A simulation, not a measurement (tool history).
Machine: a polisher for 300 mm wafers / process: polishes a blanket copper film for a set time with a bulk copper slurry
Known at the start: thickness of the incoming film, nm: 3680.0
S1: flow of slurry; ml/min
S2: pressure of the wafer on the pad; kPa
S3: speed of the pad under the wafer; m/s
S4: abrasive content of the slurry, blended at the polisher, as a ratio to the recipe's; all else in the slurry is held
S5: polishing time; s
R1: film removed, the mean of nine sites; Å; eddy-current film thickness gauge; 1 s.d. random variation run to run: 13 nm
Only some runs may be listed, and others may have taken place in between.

| run | hour | S1 | S2 | S3 | S4 | S5 | R1 |
|---|---|---|---|---|---|---|---|
| 1 | 0.0 | 215 | 24.1 | 1.40 | 1.0 | 106 | 15675 |
| 2 | 5.2 | 215 | 24.1 | 1.68 | 1.0 | 106 | 19203 |
| 3 | 8.8 | 235 | 24.1 | 1.68 | 1.0 | 106 | 19052 |
| 4 | 9.8 | 235 | 24.1 | 1.98 | 1.0 | 106 | 22635 |
| 5 | 12.0 | 235 | 24.1 | 2.16 | 1.0 | 106 | 24415 |
| 6 | 14.7 | 235 | 21.4 | 2.16 | 1.0 | 106 | 22016 |

For run 7, what comes out?
| 7 | 19.1 | 235 | 18.6 | 2.00 | 1.0 | 106 | ? |

{"run 7": {"R1": 17119}}
